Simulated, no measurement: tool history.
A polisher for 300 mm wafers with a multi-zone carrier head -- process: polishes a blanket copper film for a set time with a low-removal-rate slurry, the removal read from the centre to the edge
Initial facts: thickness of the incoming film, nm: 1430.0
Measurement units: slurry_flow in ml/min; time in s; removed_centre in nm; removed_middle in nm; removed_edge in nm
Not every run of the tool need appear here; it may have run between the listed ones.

| run | hour | slurry_flow | centre_zone | middle_zone | edge_zone | slurry_solids | time | removed_centre | removed_middle | removed_edge |
|---|---|---|---|---|---|---|---|---|---|---|
| 1 | 0 | 310 | 1 | 1 | 1 | 1 | 56 | 213.64 | 214.04 | 206.51 |
| 2 | 5.6 | 315 | 1.01 | 0.98 | 1.05 | 1.15 | 58 | 229.91 | 220.27 | 227.13 |
| 3 | 10 | 315 | 1.01 | 0.98 | 1.05 | 1 | 58 | 220.19 | 218.87 | 218.77 |
| 4 | 13.5 | 315 | 1.01 | 0.98 | 1.05 | 1 | 65 | 247.98 | 242.25 | 247.55 |
| 5 | 18.8 | 315 | 1.01 | 0.98 | 1.05 | 1.1 | 65 | 248 | 245.08 | 249.31 |
| 6 | 20.9 | 315 | 1.01 | 0.98 | 1.05 | 1.1 | 54 | 209.15 | 204.29 | 210.8 |
| 7 | 24.4 | 340 | 1.09 | 0.92 | 1.15 | 1.35 | 63 | 273.92 | 235.22 | 264.34 |

Forecast run 8:
| 8 | 28.8 | 345 | 1.08 | 0.92 | 1.16 | 1.4 | 63 | ? | ? | ? |

For run 8 the tool returned removed_centre 273.41 nm, removed_middle 237.15 nm, removed_edge 271.26 nm.
